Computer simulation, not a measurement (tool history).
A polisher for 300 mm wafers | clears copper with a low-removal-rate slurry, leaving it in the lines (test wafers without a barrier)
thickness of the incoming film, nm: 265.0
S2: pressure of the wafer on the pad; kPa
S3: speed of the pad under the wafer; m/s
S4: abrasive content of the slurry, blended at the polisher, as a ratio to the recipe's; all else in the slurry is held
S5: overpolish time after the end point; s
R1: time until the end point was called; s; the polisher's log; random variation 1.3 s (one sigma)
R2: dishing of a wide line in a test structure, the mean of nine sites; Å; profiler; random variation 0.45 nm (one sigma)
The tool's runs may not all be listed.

{"run": 1, "hour": 0.0, "flow of slurry (ml/min)": 145, "S2": 19.3, "S3": 1.26, "S4": 1.0, "S5": 29, "R1": 77.33, "R2": 557.18}
{"run": 2, "hour": 3.7, "flow of slurry (ml/min)": 145, "S2": 19.3, "S3": 1.26, "S4": 0.9, "S5": 29, "R1": 76.587, "R2": 538.82}
{"run": 3, "hour": 10.5, "flow of slurry (ml/min)": 145, "S2": 17.9, "S3": 1.26, "S4": 0.9, "S5": 26, "R1": 83.625, "R2": 475.31}
{"run": 4, "hour": 17.3, "flow of slurry (ml/min)": 175, "S2": 17.9, "S3": 1.26, "S4": 0.9, "S5": 26, "R1": 81.976, "R2": 491.17}
{"run": 5, "hour": 21.0, "flow of slurry (ml/min)": 175, "S2": 17.9, "S3": 1.26, "S4": 0.9, "S5": 15, "R1": 81.632, "R2": 323.57}
{"run": 6, "hour": 27.9, "flow of slurry (ml/min)": 175, "S2": 17.2, "S3": 1.26, "S4": 0.9, "S5": 15, "R1": 85.583, "R2": 313.69}
{"run": 7, "hour": 35.6, "flow of slurry (ml/min)": 175, "S2": 16.5, "S3": 1.26, "S4": 0.9, "S5": 15, "R1": 87.348, "R2": 306.12}
{"run": 8, "hour": 39.4, "flow of slurry (ml/min)": 175, "S2": 15.9, "S3": 1.26, "S4": 0.9, "S5": 16, "R1": 90.777, "R2": 311.61}

Run 9 comes next. What will it give?
{"run": 9, "hour": 47.3, "flow of slurry (ml/min)": 175, "S2": 15.2, "S3": 1.26, "S4": 0.9, "S5": 16, "R1": "?", "R2": "?"}

Run 9 gave R1 94.302 s, R2 299.89 Å.

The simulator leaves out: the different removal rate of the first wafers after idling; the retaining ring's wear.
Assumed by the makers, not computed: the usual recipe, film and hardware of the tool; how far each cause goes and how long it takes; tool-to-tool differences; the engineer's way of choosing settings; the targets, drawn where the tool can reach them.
